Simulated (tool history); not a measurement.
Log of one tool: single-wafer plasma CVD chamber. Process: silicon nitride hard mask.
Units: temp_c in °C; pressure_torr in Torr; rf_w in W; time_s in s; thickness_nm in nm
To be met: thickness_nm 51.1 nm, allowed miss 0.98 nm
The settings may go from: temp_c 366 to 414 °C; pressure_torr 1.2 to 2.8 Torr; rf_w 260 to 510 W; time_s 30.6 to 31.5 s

run 1 hour=0 | temp_c=390 pressure_torr=2 rf_w=385 time_s=30.6 | thickness_nm=45.296
run 2 hour=8.4 | temp_c=390 pressure_torr=2 rf_w=385 time_s=31.5 | thickness_nm=47.024
run 3 hour=10.9 | temp_c=390 pressure_torr=2.31 rf_w=385 time_s=31.5 | thickness_nm=47.592
run 4 hour=17.2 | temp_c=398 pressure_torr=2.31 rf_w=385 time_s=31.5 | thickness_nm=48.35
run 5 hour=20.7 | temp_c=398 pressure_torr=2.36 rf_w=390 time_s=31.5 | thickness_nm=48.602
run 6 hour=27.8 | temp_c=398 pressure_torr=2.39 rf_w=395 time_s=31.5 | thickness_nm=48.954
run 7 hour=34.4 | temp_c=398 pressure_torr=2.42 rf_w=400 time_s=31.5 | thickness_nm=49.506
run 8 hour=41.4 | temp_c=398 pressure_torr=2.45 rf_w=405 time_s=31.5 | thickness_nm=49.246
run 9 hour=44 | temp_c=398 pressure_torr=2.45 rf_w=405 time_s=31.5 | thickness_nm=49.483

4 next moves are on the table. One of them brings every result within its allowed miss. Which?
run A hour=46.6 | temp_c=396 pressure_torr=2.8 rf_w=375 time_s=31.4 | thickness_nm=?
run B hour=46.6 | temp_c=393 pressure_torr=2.5 rf_w=380 time_s=30.7 | thickness_nm=?
run C hour=46.6 | temp_c=395 pressure_torr=2.8 rf_w=375 time_s=31.2 | thickness_nm=?
run D hour=46.6 | temp_c=402 pressure_torr=2.8 rf_w=425 time_s=31.2 | thickness_nm=?

move=A thickness_nm=49.271
move=B thickness_nm=47.587
move=C thickness_nm=48.978
move=D thickness_nm=52.017
A: further off than the last run
B: further off than the last run
C: further off than the last run
D: meets every target
Answer: D

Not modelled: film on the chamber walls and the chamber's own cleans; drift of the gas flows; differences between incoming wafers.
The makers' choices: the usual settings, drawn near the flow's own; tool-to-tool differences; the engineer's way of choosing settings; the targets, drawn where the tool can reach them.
